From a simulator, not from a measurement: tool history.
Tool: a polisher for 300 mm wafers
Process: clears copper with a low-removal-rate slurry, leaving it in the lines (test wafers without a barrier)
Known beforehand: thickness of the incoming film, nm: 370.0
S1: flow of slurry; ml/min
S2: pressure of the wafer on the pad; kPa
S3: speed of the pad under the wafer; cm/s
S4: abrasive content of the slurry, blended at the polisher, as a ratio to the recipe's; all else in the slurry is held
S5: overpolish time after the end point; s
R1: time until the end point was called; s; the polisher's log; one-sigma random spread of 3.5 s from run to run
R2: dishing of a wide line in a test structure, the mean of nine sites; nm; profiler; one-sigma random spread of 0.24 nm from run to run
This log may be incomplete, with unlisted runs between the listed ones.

run,hour,S1,S2,S3,S4,S5,R1,R2
1,0.0,170,16.5,96,1.0,17,149.38,23.7940
2,1.1,170,15.9,96,1.0,16,153.48,22.9870
3,3.3,170,15.9,96,1.0,15,149.61,22.1480
4,5.3,170,15.2,96,1.0,14,153.33,19.2240
5,6.4,170,15.2,116,1.0,14,136.13,22.8830
6,13.8,170,15.2,106,1.0,14,144.23,20.8330
7,21.4,170,14.5,106,1.0,14,155.51,20.8680
8,25.3,170,14.5,104,1.0,13,150.06,18.5580
9,31.4,170,13.8,104,1.0,13,164.41,17.3220

Run 10 is up next; what results do you expect?
10,37.0,170,11.7,102,1.0,7,?,?

{"run 10": {"R1": 196.06, "R2": 8.6487}}

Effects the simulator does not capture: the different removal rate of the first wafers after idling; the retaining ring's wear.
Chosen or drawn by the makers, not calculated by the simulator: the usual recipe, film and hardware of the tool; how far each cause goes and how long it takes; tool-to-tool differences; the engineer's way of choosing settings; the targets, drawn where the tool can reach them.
